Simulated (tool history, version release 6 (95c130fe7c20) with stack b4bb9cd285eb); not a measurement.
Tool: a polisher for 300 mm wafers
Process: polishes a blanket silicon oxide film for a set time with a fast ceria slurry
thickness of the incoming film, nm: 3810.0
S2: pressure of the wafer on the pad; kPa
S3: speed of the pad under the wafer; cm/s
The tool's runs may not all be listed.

Run 1, hour 0: flow of slurry (ml/min) 165, S2 22.8 kPa, S3 108 cm/s, polishing time (s) 42. Result: film removed (angstrom) 9246.5.
Run 2, hour 1.6: flow of slurry (ml/min) 170, S2 23.4 kPa, S3 108 cm/s, polishing time (s) 42. Result: film removed (angstrom) 9494.5.
Run 3, hour 3.4: flow of slurry (ml/min) 175, S2 24.1 kPa, S3 108 cm/s, polishing time (s) 42. Result: film removed (angstrom) 9821.6.
Run 4, hour 11.8: flow of slurry (ml/min) 175, S2 19.3 kPa, S3 108 cm/s, polishing time (s) 42. Result: film removed (angstrom) 7996.3.
Run 5, hour 13.6: flow of slurry (ml/min) 180, S2 20.7 kPa, S3 108 cm/s, polishing time (s) 42. Result: film removed (angstrom) 8536.5.
Run 6, hour 16.4: flow of slurry (ml/min) 195, S2 20.7 kPa, S3 108 cm/s, polishing time (s) 42. Result: film removed (angstrom) 8784.9.
Run 7, hour 21.8: flow of slurry (ml/min) 205, S2 21.4 kPa, S3 108 cm/s, polishing time (s) 42. Result: film removed (angstrom) 8987.5.
Run 8, hour 22.9: flow of slurry (ml/min) 210, S2 22.1 kPa, S3 108 cm/s, polishing time (s) 42. Result: film removed (angstrom) 9325.2.

Forecast run 9:
Run 9, hour 26: flow of slurry (ml/min) 215, S2 22.8 kPa, S3 108 cm/s, polishing time (s) 42. Result: film removed (angstrom) ?.

Run 9 gave film removed (angstrom) 9581.4.
